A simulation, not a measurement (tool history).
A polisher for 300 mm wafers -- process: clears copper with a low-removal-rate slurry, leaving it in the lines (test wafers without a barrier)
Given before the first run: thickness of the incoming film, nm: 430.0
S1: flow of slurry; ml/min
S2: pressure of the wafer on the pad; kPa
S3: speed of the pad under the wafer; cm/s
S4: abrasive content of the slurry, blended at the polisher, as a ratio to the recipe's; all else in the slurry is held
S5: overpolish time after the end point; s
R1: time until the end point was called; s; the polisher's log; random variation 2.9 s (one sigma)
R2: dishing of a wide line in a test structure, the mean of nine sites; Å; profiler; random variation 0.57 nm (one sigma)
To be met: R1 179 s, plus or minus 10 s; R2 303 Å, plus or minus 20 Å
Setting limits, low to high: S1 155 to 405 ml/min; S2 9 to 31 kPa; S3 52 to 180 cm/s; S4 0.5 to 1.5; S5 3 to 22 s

{"run": 1, "hour": 0.0, "S1": 260, "S2": 20, "S3": 116, "S4": 1, "S5": 11, "R1": 127.21, "R2": 255.43}
{"run": 2, "hour": 4.4, "S1": 260, "S2": 19.3, "S3": 116, "S4": 1, "S5": 12, "R1": 132.58, "R2": 278.19}
{"run": 3, "hour": 13.0, "S1": 260, "S2": 19.3, "S3": 116, "S4": 1, "S5": 17, "R1": 136.03, "R2": 384.34}
{"run": 4, "hour": 21.5, "S1": 260, "S2": 18.6, "S3": 116, "S4": 1, "S5": 17, "R1": 137.81, "R2": 374.33}
{"run": 5, "hour": 28.9, "S1": 260, "S2": 16.5, "S3": 116, "S4": 1, "S5": 17, "R1": 155.1, "R2": 345.43}
{"run": 6, "hour": 34.2, "S1": 260, "S2": 16.5, "S3": 116, "S4": 1, "S5": 21, "R1": 158.43, "R2": 398.15}
{"run": 7, "hour": 42.6, "S1": 260, "S2": 15.2, "S3": 116, "S4": 1, "S5": 19, "R1": 165.19, "R2": 365.1}
{"run": 8, "hour": 49.0, "S1": 260, "S2": 13.8, "S3": 112, "S4": 1, "S5": 16, "R1": 186.57, "R2": 270.38}

Exactly one of the 4 candidate moves below puts every result within its allowed miss. Which one?
{"run": "A", "hour": 55.4, "S1": 225, "S2": 20.7, "S3": 90, "S4": 0.65, "S5": 14, "R1": "?", "R2": "?"}
{"run": "B", "hour": 55.4, "S1": 270, "S2": 11.7, "S3": 110, "S4": 1.05, "S5": 18, "R1": "?", "R2": "?"}
{"run": "C", "hour": 55.4, "S1": 235, "S2": 19.3, "S3": 80, "S4": 1, "S5": 19, "R1": "?", "R2": "?"}
{"run": "D", "hour": 55.4, "S1": 260, "S2": 13.1, "S3": 124, "S4": 1, "S5": 17, "R1": "?", "R2": "?"}

move=A R1=184.6 R2=238.28
move=B R1=213.26 R2=258.72
move=C R1=198.16 R2=295.62
move=D R1=176.64 R2=292.65
A: misses by more than the last run did
B: misses by more than the last run did
C: the furthest-off result lands on target, but another misses its tolerance
D: every result lands within tolerance
The move that meets every target is D.
